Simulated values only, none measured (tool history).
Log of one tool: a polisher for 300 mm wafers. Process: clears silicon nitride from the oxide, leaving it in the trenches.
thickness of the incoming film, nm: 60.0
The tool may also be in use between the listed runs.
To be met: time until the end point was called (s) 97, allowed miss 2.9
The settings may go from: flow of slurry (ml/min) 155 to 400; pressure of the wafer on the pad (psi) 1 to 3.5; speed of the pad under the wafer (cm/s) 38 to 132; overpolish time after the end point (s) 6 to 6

run	hour	flow of slurry (ml/min)	pressure of the wafer on the pad (psi)	speed of the pad under the wafer (cm/s)	overpolish time after the end point (s)	time until the end point was called (s)
1	0	255	2.2	84	6	74.423
2	7.2	255	2.1	84	6	76.43
3	14.1	255	2.1	84	6	75.833
4	22.5	255	2	84	6	81.259
5	24.9	255	2	96	6	71.671
6	31.3	255	2	96	6	72.3
7	32.6	255	1.9	96	6	77.32
8	39.6	255	1.8	96	6	80.864
9	41.3	255	1.7	96	6	86.315
10	47.4	250	1.6	96	6	90.465

4 next moves are on the table. One of them brings every result within its allowed miss. Which?
A	53.5	230	1.4	118	6	?
B	53.5	315	1.4	102	6	?
C	53.5	315	1.7	70	6	?
D	53.5	215	1.6	100	6	?

move	time until the end point was called (s)
A	89.634
B	97.041
C	104.43
D	89.809
A: further off than the last run
B: meets every target
C: takes the result that was furthest off past its target
D: further off than the last run
Answer: B
